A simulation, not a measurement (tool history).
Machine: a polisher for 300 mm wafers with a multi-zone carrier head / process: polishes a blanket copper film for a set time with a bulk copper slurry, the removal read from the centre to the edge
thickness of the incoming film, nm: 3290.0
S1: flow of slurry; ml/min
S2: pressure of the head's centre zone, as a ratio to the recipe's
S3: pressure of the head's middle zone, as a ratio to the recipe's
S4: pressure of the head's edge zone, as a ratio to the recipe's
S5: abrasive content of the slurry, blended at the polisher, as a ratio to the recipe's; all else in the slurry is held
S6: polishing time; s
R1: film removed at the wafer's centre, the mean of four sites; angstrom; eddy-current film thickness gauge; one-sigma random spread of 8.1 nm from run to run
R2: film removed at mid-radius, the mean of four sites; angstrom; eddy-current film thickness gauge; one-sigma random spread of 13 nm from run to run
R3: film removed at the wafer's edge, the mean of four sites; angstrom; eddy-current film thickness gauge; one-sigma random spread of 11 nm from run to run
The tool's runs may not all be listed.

run 1 hour=0 | S1=245 S2=1 S3=1 S4=1 S5=1 S6=71 | R1=8912.3 R2=8803 R3=8950.9
run 2 hour=3.6 | S1=245 S2=1 S3=1.08 S4=1 S5=1 S6=71 | R1=8855.4 R2=9310.1 R3=8870.9
run 3 hour=12.2 | S1=245 S2=1 S3=1.08 S4=1 S5=1 S6=89 | R1=11039 R2=11568 R3=11259
run 4 hour=16.1 | S1=245 S2=1 S3=1.08 S4=1 S5=1.15 S6=89 | R1=11445 R2=11865 R3=11247
run 5 hour=19.5 | S1=245 S2=1.01 S3=1.06 S4=0.99 S5=1.15 S6=89 | R1=11396 R2=11738 R3=11234
run 6 hour=25.5 | S1=245 S2=1.01 S3=1.02 S4=0.99 S5=1.15 S6=89 | R1=11574 R2=11454 R3=11204
run 7 hour=29.8 | S1=245 S2=1.02 S3=1.01 S4=0.99 S5=1.15 S6=89 | R1=11645 R2=11380 R3=11034

Run 8, settings as shown, results not yet in. Your forecast:
run 8 hour=31.8 | S1=250 S2=1.07 S3=0.91 S4=1 S5=1.1 S6=89 | R1=? R2=? R3=?

R1: 12203 angstrom
R2: 10905 angstrom
R3: 11232 angstrom
